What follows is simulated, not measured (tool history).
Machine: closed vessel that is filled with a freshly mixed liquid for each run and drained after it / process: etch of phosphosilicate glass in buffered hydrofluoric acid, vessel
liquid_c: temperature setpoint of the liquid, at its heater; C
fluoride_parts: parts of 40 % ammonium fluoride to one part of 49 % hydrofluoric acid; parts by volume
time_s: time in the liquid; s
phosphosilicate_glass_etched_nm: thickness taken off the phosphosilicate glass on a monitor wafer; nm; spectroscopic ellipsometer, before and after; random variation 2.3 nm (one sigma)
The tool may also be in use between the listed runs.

run	hour	liquid_c	fluoride_parts	time_s	phosphosilicate_glass_etched_nm
1	0.0	20.0	10.5	85	361.00
2	9.2	17.5	10.5	85	311.80
3	16.3	17.0	10.5	85	304.12
4	22.7	18.5	10.5	85	332.54
5	24.3	18.5	10.5	85	331.00
6	26.2	20.0	10.5	85	359.89
7	34.4	21.0	10.5	85	378.66
8	43.5	21.5	10.5	85	391.07

Run 9 comes next. What will it give?
9	52.7	22.0	10.5	85	?

{"run 9": {"phosphosilicate_glass_etched_nm": 398.34}}
